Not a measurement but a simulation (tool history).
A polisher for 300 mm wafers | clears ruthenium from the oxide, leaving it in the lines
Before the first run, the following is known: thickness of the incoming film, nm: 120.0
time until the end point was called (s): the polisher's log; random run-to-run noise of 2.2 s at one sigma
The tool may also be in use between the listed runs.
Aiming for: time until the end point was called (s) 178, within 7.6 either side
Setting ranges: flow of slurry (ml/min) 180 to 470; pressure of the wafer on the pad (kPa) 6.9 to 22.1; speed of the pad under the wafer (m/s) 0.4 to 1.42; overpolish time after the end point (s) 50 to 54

run    day  flow of slurry (ml/min)  pressure of the wafer on the pad (kPa)  speed of the pad under the wafer (m/s)  overpolish time after the end point (s)  time until the end point was called (s)
  1      0                      300                                    14.5                                     0.9                                       50                                   127.05
  2  0.258                      300                                    14.5                                     0.9                                       54                                   126.72
  3  0.471                      300                                    14.5                                     0.9                                       50                                   126.16
  4  0.575                      300                                    14.5                                     0.9                                       54                                   128.14
  5  0.871                      300                                    13.8                                     0.9                                       54                                   134.07
  6  1.088                      300                                    13.1                                     0.9                                       54                                    136.3
  7  1.196                      300                                    12.4                                     0.9                                       54                                   143.98
  8  1.383                      300                                    11.7                                     0.9                                       54                                   153.08
  9  1.696                      300                                    10.3                                     0.9                                       54                                   170.88

Next run, 4 choices. One meets every target within its allowed miss, the rest don't. Which?
  A  2.008                      260                                     9.7                                    0.92                                       54                                        ?
  B  2.008                      325                                     9.7                                    0.98                                       52                                        ?
  C  2.008                      265                                      11                                    0.92                                       54                                        ?
  D  2.008                      350                                    11.7                                    0.86                                       50                                        ?

move  time until the end point was called (s)
   A                                   177.03
   B                                   164.52
   C                                   157.67
   D                                    153.5
A: all results land within tolerance of their targets
B: further off than the last run
C: further off than the last run
D: further off than the last run
A meets every target.
